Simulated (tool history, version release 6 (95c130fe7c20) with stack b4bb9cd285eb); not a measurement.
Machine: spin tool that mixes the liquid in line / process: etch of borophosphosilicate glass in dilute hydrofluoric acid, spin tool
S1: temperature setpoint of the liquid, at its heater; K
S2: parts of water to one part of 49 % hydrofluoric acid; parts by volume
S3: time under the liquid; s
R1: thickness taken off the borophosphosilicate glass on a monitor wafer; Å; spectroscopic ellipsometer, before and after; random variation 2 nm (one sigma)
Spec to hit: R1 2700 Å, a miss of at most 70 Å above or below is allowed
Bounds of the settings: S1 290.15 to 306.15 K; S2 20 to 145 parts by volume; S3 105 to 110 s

Run 1, day 0: S1 298.15 K, S2 80 parts by volume, S3 105 s. Result: R1 757.57 Å.
Run 2, day 0.346: S1 298.15 K, S2 100 parts by volume, S3 105 s. Result: R1 590.06 Å.
Run 3, day 0.604: S1 295.15 K, S2 100 parts by volume, S3 105 s. Result: R1 526.15 Å.
Run 4, day 0.638: S1 297.65 K, S2 80 parts by volume, S3 105 s. Result: R1 740.55 Å.
At day 0.95: hydrofluoric acid flow meter replaced.
Run 5, day 0.95: S1 297.65 K, S2 95 parts by volume, S3 105 s. Result: R1 711.25 Å.
Run 6, day 1.2: S1 299.65 K, S2 75 parts by volume, S3 105 s. Result: R1 996.97 Å.
Run 7, day 1.496: S1 301.15 K, S2 65 parts by volume, S3 105 s. Result: R1 1251.2 Å.
Run 8, day 1.654: S1 302.15 K, S2 60 parts by volume, S3 105 s. Result: R1 1404.3 Å.
Run 9, day 1.762: S1 302.15 K, S2 60 parts by volume, S3 105 s. Result: R1 1407.5 Å.

Exercise: of the 5 proposed moves below, exactly one satisfies all targets within the stated allowed misses. Which move is it?
Run A, day 1.871: S1 301.65 K, S2 50 parts by volume, S3 110 s. Result: R1 ?.
Run B, day 1.871: S1 304.65 K, S2 35 parts by volume, S3 110 s. Result: R1 ?.
Run C, day 1.871: S1 303.15 K, S2 35 parts by volume, S3 110 s. Result: R1 ?.
Run D, day 1.871: S1 306.15 K, S2 45 parts by volume, S3 110 s. Result: R1 ?.
Run E, day 1.871: S1 306.15 K, S2 30 parts by volume, S3 110 s. Result: R1 ?.

move      R1
   A  1745.8
   B  2874.2
   C  2708.5
   D  2331.2
   E  3586.5
A: gains on the last run, yet a result remains outside its allowed miss
B: carries the result that was furthest off beyond its target, to the other side
C: meets every target
D: gains on the last run, yet a result remains outside its allowed miss
E: carries the result that was furthest off beyond its target, to the other side
So the answer is move C, the one that meets all the targets.

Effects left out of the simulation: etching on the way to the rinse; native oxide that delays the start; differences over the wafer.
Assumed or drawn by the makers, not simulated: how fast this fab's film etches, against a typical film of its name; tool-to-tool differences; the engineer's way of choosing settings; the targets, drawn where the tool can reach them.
